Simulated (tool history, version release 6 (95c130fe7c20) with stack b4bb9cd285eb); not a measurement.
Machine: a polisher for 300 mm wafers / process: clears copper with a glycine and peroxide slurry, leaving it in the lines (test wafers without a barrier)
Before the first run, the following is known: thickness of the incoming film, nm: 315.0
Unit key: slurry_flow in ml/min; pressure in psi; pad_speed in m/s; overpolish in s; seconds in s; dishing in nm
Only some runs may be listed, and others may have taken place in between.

{"run": 1, "hour": 0.0, "slurry_flow": 285, "pressure": 1.9, "pad_speed": 0.84, "overpolish": 20, "seconds": 89.618, "dishing": 49.546}
{"run": 2, "hour": 8.8, "slurry_flow": 285, "pressure": 1.8, "pad_speed": 0.74, "overpolish": 16, "seconds": 101.51, "dishing": 35.742}
{"run": 3, "hour": 9.4, "slurry_flow": 285, "pressure": 1.8, "pad_speed": 0.58, "overpolish": 16, "seconds": 119.2, "dishing": 31.501}
{"run": 4, "hour": 14.5, "slurry_flow": 290, "pressure": 1.7, "pad_speed": 0.58, "overpolish": 14, "seconds": 121.96, "dishing": 26.295}
{"run": 5, "hour": 16.4, "slurry_flow": 290, "pressure": 1.7, "pad_speed": 0.58, "overpolish": 22, "seconds": 121.68, "dishing": 39.79}
{"run": 6, "hour": 17.2, "slurry_flow": 290, "pressure": 1.4, "pad_speed": 0.58, "overpolish": 22, "seconds": 139.81, "dishing": 36.157}
{"run": 7, "hour": 18.2, "slurry_flow": 295, "pressure": 1.5, "pad_speed": 0.54, "overpolish": 18, "seconds": 136.91, "dishing": 29.787}
{"run": 8, "hour": 21.3, "slurry_flow": 305, "pressure": 1.5, "pad_speed": 0.54, "overpolish": 15, "seconds": 136.89, "dishing": 25.674}
{"run": 9, "hour": 23.9, "slurry_flow": 310, "pressure": 1.5, "pad_speed": 0.54, "overpolish": 13, "seconds": 134.67, "dishing": 22.544}

For run 10, what comes out?
{"run": 10, "hour": 28.6, "slurry_flow": 330, "pressure": 1.5, "pad_speed": 0.54, "overpolish": 12, "seconds": "?", "dishing": "?"}

seconds: 135.440 s
dishing: 20.428 nm
